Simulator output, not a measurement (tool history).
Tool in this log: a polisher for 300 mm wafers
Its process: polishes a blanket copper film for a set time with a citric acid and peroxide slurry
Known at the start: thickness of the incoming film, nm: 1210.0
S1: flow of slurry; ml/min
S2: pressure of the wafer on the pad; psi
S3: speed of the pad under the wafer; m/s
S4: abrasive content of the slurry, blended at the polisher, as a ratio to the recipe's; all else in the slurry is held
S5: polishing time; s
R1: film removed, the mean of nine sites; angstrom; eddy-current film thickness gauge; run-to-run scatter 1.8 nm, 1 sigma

run  hour   S1   S2    S3   S4  S5      R1
  1   0.0  145  2.6  1.12  1.0  72  1453.2
  2   1.8  155  2.8  1.12  1.0  72  1586.5
  3   5.1  160  2.9  1.12  1.0  72  1642.4
  4   9.2  165  3.0  1.12  1.0  72  1687.1
  5  12.9  165  2.7  1.12  1.0  72  1535.2
  6  20.3  165  2.9  1.12  1.0  72  1631.8
  7  26.9  165  3.1  1.12  1.0  72  1757.3

Expected results for the next run?
  8  34.5  165  3.2  1.12  1.0  72   ?

R1: 1837.7 angstrom
